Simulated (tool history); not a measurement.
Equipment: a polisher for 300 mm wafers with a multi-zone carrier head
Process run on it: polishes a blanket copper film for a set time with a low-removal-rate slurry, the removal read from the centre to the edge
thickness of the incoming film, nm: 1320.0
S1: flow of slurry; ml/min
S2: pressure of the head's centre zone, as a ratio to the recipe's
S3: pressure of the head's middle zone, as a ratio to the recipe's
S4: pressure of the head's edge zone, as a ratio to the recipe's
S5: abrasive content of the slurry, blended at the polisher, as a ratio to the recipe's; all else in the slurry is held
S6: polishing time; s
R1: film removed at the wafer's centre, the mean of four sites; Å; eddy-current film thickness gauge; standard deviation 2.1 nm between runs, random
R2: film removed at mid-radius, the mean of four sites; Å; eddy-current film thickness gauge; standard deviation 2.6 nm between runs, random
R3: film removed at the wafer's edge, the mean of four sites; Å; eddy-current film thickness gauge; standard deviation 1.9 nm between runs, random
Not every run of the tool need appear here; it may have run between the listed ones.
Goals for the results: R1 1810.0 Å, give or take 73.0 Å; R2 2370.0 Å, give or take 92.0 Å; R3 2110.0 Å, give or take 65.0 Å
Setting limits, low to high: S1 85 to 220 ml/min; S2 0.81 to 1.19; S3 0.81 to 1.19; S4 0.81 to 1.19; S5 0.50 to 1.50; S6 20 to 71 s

{"run": 1, "hour": 0.0, "S1": 140, "S2": 1.0, "S3": 1.0, "S4": 1.0, "S5": 1.0, "S6": 45, "R1": 2180.3, "R2": 2232.3, "R3": 2211.5}
{"run": 2, "hour": 7.2, "S1": 135, "S2": 0.97, "S3": 1.02, "S4": 0.99, "S5": 1.0, "S6": 45, "R1": 2037.6, "R2": 2191.0, "R3": 2129.2}
{"run": 3, "hour": 8.5, "S1": 135, "S2": 0.97, "S3": 1.02, "S4": 0.99, "S5": 0.9, "S6": 45, "R1": 1981.1, "R2": 2174.7, "R3": 2083.4}
{"run": 4, "hour": 12.1, "S1": 165, "S2": 0.97, "S3": 1.02, "S4": 0.99, "S5": 0.9, "S6": 45, "R1": 2114.7, "R2": 2255.8, "R3": 2143.4}
{"run": 5, "hour": 19.9, "S1": 160, "S2": 0.95, "S3": 1.04, "S4": 1.0, "S5": 0.9, "S6": 45, "R1": 2096.6, "R2": 2292.7, "R3": 2161.1}
{"run": 6, "hour": 20.6, "S1": 155, "S2": 0.93, "S3": 1.06, "S4": 1.0, "S5": 0.9, "S6": 45, "R1": 2000.5, "R2": 2246.4, "R3": 2139.4}
{"run": 7, "hour": 25.9, "S1": 150, "S2": 0.91, "S3": 1.09, "S4": 0.99, "S5": 0.9, "S6": 45, "R1": 1961.0, "R2": 2368.7, "R3": 2137.0}
{"run": 8, "hour": 29.7, "S1": 145, "S2": 0.9, "S3": 1.1, "S4": 0.99, "S5": 0.9, "S6": 45, "R1": 1922.3, "R2": 2361.9, "R3": 2146.4}

Exercise: of the 5 proposed moves below, exactly one satisfies all targets within the stated allowed misses. Which move is it?
{"run": "A", "hour": 33.5, "S1": 150, "S2": 0.9, "S3": 1.16, "S4": 0.86, "S5": 0.85, "S6": 48, "R1": "?", "R2": "?", "R3": "?"}
{"run": "B", "hour": 33.5, "S1": 115, "S2": 0.87, "S3": 1.09, "S4": 0.94, "S5": 0.95, "S6": 51, "R1": "?", "R2": "?", "R3": "?"}
{"run": "C", "hour": 33.5, "S1": 150, "S2": 0.94, "S3": 1.1, "S4": 0.98, "S5": 0.75, "S6": 47, "R1": "?", "R2": "?", "R3": "?"}
{"run": "D", "hour": 33.5, "S1": 140, "S2": 0.87, "S3": 1.15, "S4": 1.0, "S5": 0.95, "S6": 48, "R1": "?", "R2": "?", "R3": "?"}
{"run": "E", "hour": 33.5, "S1": 135, "S2": 0.92, "S3": 1.19, "S4": 1.09, "S5": 0.75, "S6": 45, "R1": "?", "R2": "?", "R3": "?"}

move=A R1=2001.1 R2=2607.9 R3=2067.9
move=B R1=1965.4 R2=2536.5 R3=2254.4
move=C R1=1980.5 R2=2360.2 R3=2083.6
move=D R1=1957.2 R2=2625.1 R3=2259.6
move=E R1=1809.0 R2=2363.1 R3=2065.3
A: further off than the last run
B: further off than the last run
C: further off than the last run
D: further off than the last run
E: in spec on every target
The right move is E.

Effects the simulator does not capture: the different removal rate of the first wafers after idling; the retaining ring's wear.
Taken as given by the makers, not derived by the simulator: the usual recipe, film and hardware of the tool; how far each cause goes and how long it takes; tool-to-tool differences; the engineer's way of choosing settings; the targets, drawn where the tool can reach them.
